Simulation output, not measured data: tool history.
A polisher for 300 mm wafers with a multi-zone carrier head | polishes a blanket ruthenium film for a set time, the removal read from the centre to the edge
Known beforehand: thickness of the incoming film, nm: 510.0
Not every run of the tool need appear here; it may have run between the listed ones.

| run | hour | flow of slurry (ml/min) | pressure of the head's centre zone | pressure of the head's middle zone | pressure of the head's edge zone | polishing time (s) | film removed at the wafer's centre (nm) | film removed at mid-radius (nm) | film removed at the wafer's edge (nm) |
|---|---|---|---|---|---|---|---|---|---|
| 1 | 0 | 155 | 1 | 1 | 1 | 35 | 41.542 | 41.822 | 39.538 |
| 2 | 3.9 | 155 | 1 | 1 | 1 | 42 | 49.644 | 49.931 | 47.897 |
| 3 | 5.5 | 155 | 1 | 1 | 0.95 | 42 | 50.317 | 50.339 | 46.58 |
| 4 | 14 | 155 | 1 | 0.98 | 1 | 43 | 50.616 | 50.816 | 49.2 |
| 5 | 22.3 | 155 | 0.93 | 0.98 | 1 | 43 | 47.317 | 50.587 | 48.721 |
| 6 | 26.1 | 155 | 0.94 | 0.95 | 1.03 | 43 | 47.995 | 49.176 | 50.534 |

Forecast run 7:
| 7 | 33.9 | 160 | 0.95 | 0.94 | 1.05 | 43 | ? | ? | ? |

film removed at the wafer's centre (nm): 48.22
film removed at mid-radius (nm): 49.173
film removed at the wafer's edge (nm): 52.598
